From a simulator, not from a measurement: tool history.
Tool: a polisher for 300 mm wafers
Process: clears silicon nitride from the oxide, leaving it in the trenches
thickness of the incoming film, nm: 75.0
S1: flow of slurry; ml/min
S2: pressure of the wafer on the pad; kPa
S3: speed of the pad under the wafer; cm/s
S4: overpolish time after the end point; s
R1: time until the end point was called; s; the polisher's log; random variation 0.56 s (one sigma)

{"run": 1, "day": 0.0, "S1": 260, "S2": 16.5, "S3": 122, "S4": 4, "R1": 80.15}
{"run": 2, "day": 0.05, "S1": 260, "S2": 20.7, "S3": 122, "S4": 4, "R1": 63.425}
{"run": 3, "day": 0.179, "S1": 260, "S2": 20.7, "S3": 106, "S4": 4, "R1": 75.726}
{"run": 4, "day": 0.242, "S1": 260, "S2": 21.4, "S3": 110, "S4": 4, "R1": 70.121}
{"run": 5, "day": 0.383, "S1": 195, "S2": 21.4, "S3": 110, "S4": 4, "R1": 71.479}
{"run": 6, "day": 0.55, "S1": 195, "S2": 24.8, "S3": 110, "S4": 4, "R1": 62.192}
{"run": 7, "day": 0.912, "S1": 195, "S2": 24.8, "S3": 110, "S4": 4, "R1": 62.637}

Run 8 comes next. What will it give?
{"run": 8, "day": 1.062, "S1": 195, "S2": 24.8, "S3": 110, "S4": 4, "R1": "?"}

{"run 8": {"R1": 64.422}}
